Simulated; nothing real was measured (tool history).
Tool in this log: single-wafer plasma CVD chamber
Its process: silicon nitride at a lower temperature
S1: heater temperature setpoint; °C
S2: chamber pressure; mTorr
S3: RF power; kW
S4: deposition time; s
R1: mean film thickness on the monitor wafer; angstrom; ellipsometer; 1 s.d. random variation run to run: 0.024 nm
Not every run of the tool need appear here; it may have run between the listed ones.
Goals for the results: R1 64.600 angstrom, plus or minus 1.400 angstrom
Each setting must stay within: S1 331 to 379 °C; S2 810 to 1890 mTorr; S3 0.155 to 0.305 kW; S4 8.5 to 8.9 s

Run 1, hour 0.0: S1 355 °C, S2 1350 mTorr, S3 0.230 kW, S4 8.9 s. Result: R1 76.151 angstrom.
Run 2, hour 8.3: S1 360 °C, S2 1350 mTorr, S3 0.230 kW, S4 8.9 s. Result: R1 75.159 angstrom.
Run 3, hour 10.5: S1 360 °C, S2 1270 mTorr, S3 0.225 kW, S4 8.9 s. Result: R1 74.035 angstrom.
Run 4, hour 17.5: S1 369 °C, S2 1270 mTorr, S3 0.225 kW, S4 8.9 s. Result: R1 73.677 angstrom.
Run 5, hour 23.4: S1 369 °C, S2 1270 mTorr, S3 0.225 kW, S4 8.9 s. Result: R1 73.671 angstrom.
Run 6, hour 31.0: S1 369 °C, S2 1270 mTorr, S3 0.250 kW, S4 8.9 s. Result: R1 77.152 angstrom.
Run 7, hour 37.2: S1 369 °C, S2 1220 mTorr, S3 0.240 kW, S4 8.9 s. Result: R1 75.607 angstrom.
Run 8, hour 44.0: S1 369 °C, S2 1190 mTorr, S3 0.230 kW, S4 8.9 s. Result: R1 72.625 angstrom.
Run 9, hour 51.6: S1 369 °C, S2 1140 mTorr, S3 0.225 kW, S4 8.9 s. Result: R1 71.448 angstrom.
Run 10, hour 58.6: S1 369 °C, S2 1100 mTorr, S3 0.220 kW, S4 8.9 s. Result: R1 70.096 angstrom.
Run 11, hour 66.3: S1 369 °C, S2 1070 mTorr, S3 0.215 kW, S4 8.9 s. Result: R1 68.552 angstrom.

Exercise: of the 4 proposed moves below, exactly one satisfies all targets within the stated allowed misses. Which move is it?
Run A, hour 74.0: S1 372 °C, S2 1120 mTorr, S3 0.205 kW, S4 8.9 s. Result: R1 ?.
Run B, hour 74.0: S1 379 °C, S2 1220 mTorr, S3 0.185 kW, S4 8.7 s. Result: R1 ?.
Run C, hour 74.0: S1 369 °C, S2 1210 mTorr, S3 0.230 kW, S4 8.7 s. Result: R1 ?.
Run D, hour 74.0: S1 372 °C, S2 810 mTorr, S3 0.245 kW, S4 8.9 s. Result: R1 ?.

move      R1
   A  68.027
   B  64.765
   C  71.806
   D  67.302
A: closer than the last run, but not yet in spec
B: all results in spec
C: further off than the last run
D: closer than the last run, but not yet in spec
The right move is B.
